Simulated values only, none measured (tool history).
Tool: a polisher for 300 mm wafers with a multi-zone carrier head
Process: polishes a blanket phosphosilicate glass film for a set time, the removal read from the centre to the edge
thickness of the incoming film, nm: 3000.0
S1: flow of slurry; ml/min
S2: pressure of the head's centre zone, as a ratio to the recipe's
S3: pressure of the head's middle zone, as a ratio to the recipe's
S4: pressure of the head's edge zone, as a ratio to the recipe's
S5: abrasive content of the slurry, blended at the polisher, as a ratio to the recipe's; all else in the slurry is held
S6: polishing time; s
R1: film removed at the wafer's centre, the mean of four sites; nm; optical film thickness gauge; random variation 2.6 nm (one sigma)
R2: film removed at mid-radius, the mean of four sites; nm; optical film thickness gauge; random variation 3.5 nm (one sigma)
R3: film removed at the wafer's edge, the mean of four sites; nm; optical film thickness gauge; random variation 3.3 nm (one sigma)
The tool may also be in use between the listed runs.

run  hour   S1    S2    S3    S4    S5  S6      R1      R2      R3
  1   0.0  240  1.00  1.00  1.00  1.00  45  327.62  343.49  327.93
  2   5.3  240  1.00  1.07  1.00  1.00  45  330.91  363.54  338.48
  3  13.1  230  0.98  1.06  1.03  1.00  45  320.71  356.29  336.33
  4  14.8  230  0.98  1.06  1.07  1.00  45  322.01  363.92  337.85
  5  21.9  230  0.98  1.06  1.07  1.00  37  263.05  297.37  276.82
  6  23.7  230  0.98  1.06  1.14  1.00  37  270.36  294.41  281.05
  7  30.8  230  0.95  1.04  1.15  1.10  37  264.92  296.97  302.82
  8  39.6  245  0.95  1.05  1.16  1.15  37  271.21  310.94  307.62
  9  46.0  245  0.95  1.05  1.16  1.20  37  276.41  317.42  312.59
 10  49.9  250  0.95  1.04  1.17  1.25  37  276.48  313.69  317.57
 11  51.4  250  0.95  1.04  1.17  1.30  37  286.42  321.67  319.65
 12  54.1  255  0.94  1.04  1.18  1.35  37  289.53  329.53  329.53
 13  55.1  255  0.93  1.04  1.18  1.35  37  287.02  327.08  329.68
 14  58.3  255  0.92  1.04  1.18  1.40  37  281.49  330.53  333.39
 15  59.7  255  0.92  1.04  1.18  1.40  37  283.01  327.02  330.86

Forecast run 16:
 16  60.9  260  0.92  1.04  1.18  1.40  37   ?   ?   ?

Run 16 gave R1 286.17 nm, R2 334.55 nm, R3 331.26 nm.
